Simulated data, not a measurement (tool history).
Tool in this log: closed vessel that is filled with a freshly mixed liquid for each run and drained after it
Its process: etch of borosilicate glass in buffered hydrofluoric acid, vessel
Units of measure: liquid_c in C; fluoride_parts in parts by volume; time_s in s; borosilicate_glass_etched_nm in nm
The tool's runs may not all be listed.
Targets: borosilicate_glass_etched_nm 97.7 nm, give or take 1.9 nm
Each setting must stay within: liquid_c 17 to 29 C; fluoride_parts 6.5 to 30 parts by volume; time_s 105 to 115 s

| run | hour | liquid_c | fluoride_parts | time_s | borosilicate_glass_etched_nm |
|---|---|---|---|---|---|
| 1 | 0 | 21 | 18.5 | 105 | 51.85 |
| 2 | 3.4 | 21 | 13.5 | 105 | 71.066 |
| 3 | 7.9 | 22 | 13.5 | 105 | 74.372 |
| 4 | 14.4 | 22 | 13.5 | 105 | 74.897 |
| 5 | 20.3 | 18.5 | 13.5 | 105 | 61.774 |
| 6 | 24.3 | 18.5 | 10.5 | 105 | 78.96 |
| 7 | 30.3 | 19.5 | 10.5 | 105 | 83.913 |
| 8 | 31.2 | 20 | 10.5 | 105 | 85.499 |
| 9 | 40.2 | 20.5 | 10.5 | 105 | 88.349 |
| 10 | 46.5 | 21 | 10.5 | 105 | 90.935 |

Below are 5 possible settings for the next run. Only one of them brings all results inside the allowed miss of their targets. Which is it?
| A | 52.8 | 22.5 | 10 | 105 | ? |
| B | 52.8 | 20 | 9.5 | 110 | ? |
| C | 52.8 | 21 | 9.5 | 110 | ? |
| D | 52.8 | 20.5 | 10 | 105 | ? |
| E | 52.8 | 23.5 | 10.5 | 105 | ? |

| move | borosilicate_glass_etched_nm |
|---|---|
| A | 102.62 |
| B | 97.016 |
| C | 102.45 |
| D | 92.068 |
| E | 103.2 |
A: moves the result that the last run missed by most past its target, out the other side
B: hits every target within its allowed miss
C: moves the result that the last run missed by most past its target, out the other side
D: an improvement on the last run, though not all results are within tolerance
E: moves the result that the last run missed by most past its target, out the other side
The move that meets every target is B.

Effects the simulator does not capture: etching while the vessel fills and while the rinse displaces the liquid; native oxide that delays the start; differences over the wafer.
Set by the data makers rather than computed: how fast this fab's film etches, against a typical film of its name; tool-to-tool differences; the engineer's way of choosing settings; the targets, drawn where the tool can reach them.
